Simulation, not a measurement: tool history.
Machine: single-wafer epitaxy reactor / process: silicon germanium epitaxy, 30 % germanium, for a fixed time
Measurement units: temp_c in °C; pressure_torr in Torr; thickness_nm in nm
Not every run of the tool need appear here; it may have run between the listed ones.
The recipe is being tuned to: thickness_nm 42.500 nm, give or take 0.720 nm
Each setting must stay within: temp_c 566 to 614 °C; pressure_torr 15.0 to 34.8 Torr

run 1 hour=0.0 | temp_c=590 pressure_torr=24.9 | thickness_nm=51.240
run 2 hour=3.0 | temp_c=590 pressure_torr=28.1 | thickness_nm=53.252
run 3 hour=7.2 | temp_c=587 pressure_torr=28.0 | thickness_nm=50.809
run 4 hour=15.1 | temp_c=593 pressure_torr=28.0 | thickness_nm=55.804
run 5 hour=20.2 | temp_c=598 pressure_torr=28.0 | thickness_nm=60.201
run 6 hour=23.5 | temp_c=593 pressure_torr=28.0 | thickness_nm=55.680
run 7 hour=26.9 | temp_c=589 pressure_torr=27.9 | thickness_nm=52.098
run 8 hour=28.3 | temp_c=586 pressure_torr=27.8 | thickness_nm=49.628
run 9 hour=32.2 | temp_c=584 pressure_torr=27.7 | thickness_nm=48.015
run 10 hour=40.0 | temp_c=582 pressure_torr=27.7 | thickness_nm=46.582
run 11 hour=44.7 | temp_c=581 pressure_torr=27.7 | thickness_nm=45.636
run 12 hour=46.1 | temp_c=580 pressure_torr=27.7 | thickness_nm=45.244

5 next moves are on the table. One of them brings every result within its allowed miss. Which?
run A hour=47.5 | temp_c=573 pressure_torr=34.0 | thickness_nm=?
run B hour=47.5 | temp_c=585 pressure_torr=24.5 | thickness_nm=?
run C hour=47.5 | temp_c=576 pressure_torr=25.4 | thickness_nm=?
run D hour=47.5 | temp_c=577 pressure_torr=32.6 | thickness_nm=?
run E hour=47.5 | temp_c=577 pressure_torr=23.7 | thickness_nm=?

move=A thickness_nm=42.316
move=B thickness_nm=46.870
move=C thickness_nm=40.731
move=D thickness_nm=44.692
move=E thickness_nm=40.596
A: in spec on every target
B: lands further from the targets than the last run did
C: moves the result that the last run missed by most past its target, out the other side
D: moves toward the targets from the last run without getting all of them in spec
E: moves the result that the last run missed by most past its target, out the other side
So the answer is move A, the one that meets all the targets.
